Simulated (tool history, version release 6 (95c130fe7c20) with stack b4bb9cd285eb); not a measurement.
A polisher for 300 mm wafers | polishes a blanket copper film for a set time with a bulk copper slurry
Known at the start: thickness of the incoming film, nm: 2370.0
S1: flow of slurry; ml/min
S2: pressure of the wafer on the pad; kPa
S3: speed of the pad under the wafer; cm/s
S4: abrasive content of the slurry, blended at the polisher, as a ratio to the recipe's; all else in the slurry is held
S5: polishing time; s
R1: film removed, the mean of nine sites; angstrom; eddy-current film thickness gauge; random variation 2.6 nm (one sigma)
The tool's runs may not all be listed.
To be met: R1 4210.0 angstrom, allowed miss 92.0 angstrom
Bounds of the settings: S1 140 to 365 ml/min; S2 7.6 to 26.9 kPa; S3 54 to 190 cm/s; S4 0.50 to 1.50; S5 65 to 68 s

Run 1, hour 0.0: S1 235 ml/min, S2 17.2 kPa, S3 122 cm/s, S4 1.00, S5 65 s. Result: R1 7191.1 angstrom.
Run 2, hour 2.6: S1 235 ml/min, S2 17.2 kPa, S3 122 cm/s, S4 0.90, S5 65 s. Result: R1 7072.3 angstrom.
Run 3, hour 10.8: S1 230 ml/min, S2 16.5 kPa, S3 122 cm/s, S4 0.90, S5 65 s. Result: R1 6771.8 angstrom.
Run 4, hour 15.2: S1 200 ml/min, S2 16.5 kPa, S3 122 cm/s, S4 0.90, S5 65 s. Result: R1 6702.1 angstrom.
Run 5, hour 21.2: S1 200 ml/min, S2 16.5 kPa, S3 104 cm/s, S4 0.90, S5 65 s. Result: R1 5852.6 angstrom.
Run 6, hour 28.8: S1 200 ml/min, S2 16.5 kPa, S3 92 cm/s, S4 0.90, S5 65 s. Result: R1 5327.8 angstrom.
Run 7, hour 32.6: S1 200 ml/min, S2 15.9 kPa, S3 92 cm/s, S4 0.90, S5 65 s. Result: R1 5058.6 angstrom.
Run 8, hour 36.7: S1 200 ml/min, S2 13.8 kPa, S3 92 cm/s, S4 0.90, S5 65 s. Result: R1 4451.0 angstrom.

Which of these 4 next moves meets every target?
Run A, hour 40.8: S1 230 ml/min, S2 13.8 kPa, S3 70 cm/s, S4 1.10, S5 68 s. Result: R1 ?.
Run B, hour 40.8: S1 180 ml/min, S2 15.9 kPa, S3 82 cm/s, S4 0.85, S5 68 s. Result: R1 ?.
Run C, hour 40.8: S1 210 ml/min, S2 12.4 kPa, S3 92 cm/s, S4 0.90, S5 68 s. Result: R1 ?.
Run D, hour 40.8: S1 160 ml/min, S2 15.2 kPa, S3 78 cm/s, S4 0.65, S5 65 s. Result: R1 ?.

move      R1
   A  3973.0
   B  4771.9
   C  4224.5
   D  3984.3
A: takes the result that was furthest off past its target
B: further off than the last run
C: meets every target
D: takes the result that was furthest off past its target
The right move is C.

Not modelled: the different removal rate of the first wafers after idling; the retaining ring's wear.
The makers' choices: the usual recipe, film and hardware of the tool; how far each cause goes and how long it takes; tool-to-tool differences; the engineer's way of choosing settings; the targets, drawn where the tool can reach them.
